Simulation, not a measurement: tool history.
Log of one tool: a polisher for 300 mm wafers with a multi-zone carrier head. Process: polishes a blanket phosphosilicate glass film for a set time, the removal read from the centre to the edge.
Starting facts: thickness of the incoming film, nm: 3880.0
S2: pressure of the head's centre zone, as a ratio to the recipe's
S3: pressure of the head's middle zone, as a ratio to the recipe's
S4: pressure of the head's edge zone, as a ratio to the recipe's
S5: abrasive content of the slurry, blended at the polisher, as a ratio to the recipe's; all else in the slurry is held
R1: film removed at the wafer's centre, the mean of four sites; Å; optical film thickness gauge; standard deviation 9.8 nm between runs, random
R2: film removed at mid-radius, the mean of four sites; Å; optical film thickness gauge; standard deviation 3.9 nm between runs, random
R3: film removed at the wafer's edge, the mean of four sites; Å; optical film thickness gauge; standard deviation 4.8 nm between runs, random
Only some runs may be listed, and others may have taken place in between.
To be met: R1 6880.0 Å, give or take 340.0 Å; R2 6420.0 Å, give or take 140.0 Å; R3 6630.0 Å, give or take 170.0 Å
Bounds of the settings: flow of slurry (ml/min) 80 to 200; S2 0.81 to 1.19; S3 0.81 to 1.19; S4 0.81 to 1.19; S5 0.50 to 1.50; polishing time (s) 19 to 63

run 1 hour=0.0 | flow_of_slurry_(ml/min)=130 S2=1.00 S3=1.00 S4=1.00 S5=1.00 polishing_time_(s)=41 | R1=4955.9 R2=4643.1 R3=4805.0
run 2 hour=2.3 | flow_of_slurry_(ml/min)=140 S2=1.02 S3=1.02 S4=1.04 S5=1.10 polishing_time_(s)=41 | R1=5367.0 R2=4999.7 R3=5160.2
run 3 hour=7.5 | flow_of_slurry_(ml/min)=140 S2=1.09 S3=1.02 S4=1.04 S5=1.10 polishing_time_(s)=41 | R1=5647.2 R2=5013.2 R3=5150.2
run 4 hour=9.1 | flow_of_slurry_(ml/min)=140 S2=1.09 S3=1.02 S4=1.04 S5=1.10 polishing_time_(s)=45 | R1=6270.7 R2=5482.2 R3=5632.8
run 5 hour=10.2 | flow_of_slurry_(ml/min)=140 S2=1.16 S3=1.02 S4=1.04 S5=1.10 polishing_time_(s)=45 | R1=6784.0 R2=5499.2 R3=5604.3
run 6 hour=16.5 | flow_of_slurry_(ml/min)=150 S2=1.14 S3=1.04 S4=1.08 S5=1.10 polishing_time_(s)=45 | R1=6759.2 R2=5631.0 R3=5789.6
run 7 hour=17.8 | flow_of_slurry_(ml/min)=185 S2=1.05 S3=1.12 S4=1.18 S5=1.20 polishing_time_(s)=45 | R1=6696.7 R2=6361.1 R3=6308.2
run 8 hour=22.6 | flow_of_slurry_(ml/min)=185 S2=1.05 S3=1.11 S4=1.18 S5=1.20 polishing_time_(s)=45 | R1=6542.7 R2=6336.1 R3=6332.3
run 9 hour=30.8 | flow_of_slurry_(ml/min)=185 S2=1.05 S3=1.10 S4=1.18 S5=1.20 polishing_time_(s)=45 | R1=6573.6 R2=6247.0 R3=6241.1
run 10 hour=37.9 | flow_of_slurry_(ml/min)=180 S2=1.05 S3=1.09 S4=1.18 S5=1.25 polishing_time_(s)=45 | R1=6685.6 R2=6297.2 R3=6373.3
run 11 hour=46.0 | flow_of_slurry_(ml/min)=180 S2=1.05 S3=1.08 S4=1.18 S5=1.25 polishing_time_(s)=45 | R1=6749.6 R2=6254.8 R3=6500.1
run 12 hour=49.5 | flow_of_slurry_(ml/min)=185 S2=1.05 S3=1.08 S4=1.18 S5=1.25 polishing_time_(s)=45 | R1=6667.3 R2=6324.4 R3=6458.3
run 13 hour=56.1 | flow_of_slurry_(ml/min)=190 S2=1.06 S3=1.07 S4=1.19 S5=1.25 polishing_time_(s)=45 | R1=6813.0 R2=6229.8 R3=6434.3

Which single option among these 4 for the next run brings every result within its allowed miss of target? Just one does.
run A hour=62.7 | flow_of_slurry_(ml/min)=190 S2=1.12 S3=1.08 S4=1.19 S5=1.30 polishing_time_(s)=42 | R1=? R2=? R3=?
run B hour=62.7 | flow_of_slurry_(ml/min)=160 S2=1.07 S3=1.10 S4=1.19 S5=1.35 polishing_time_(s)=45 | R1=? R2=? R3=?
run C hour=62.7 | flow_of_slurry_(ml/min)=160 S2=0.97 S3=1.07 S4=1.19 S5=1.50 polishing_time_(s)=44 | R1=? R2=? R3=?
run D hour=62.7 | flow_of_slurry_(ml/min)=195 S2=1.04 S3=1.00 S4=1.19 S5=1.30 polishing_time_(s)=45 | R1=? R2=? R3=?

move=A R1=6877.5 R2=5990.6 R3=6198.3
move=B R1=6942.9 R2=6444.3 R3=6613.3
move=C R1=6383.3 R2=6404.7 R3=6715.8
move=D R1=6862.1 R2=6069.2 R3=6664.6
A: lands further from the targets than the last run did
B: all results in spec
C: gets the furthest-off result to its target, but another result is out of tolerance
D: lands further from the targets than the last run did
The right move is B.
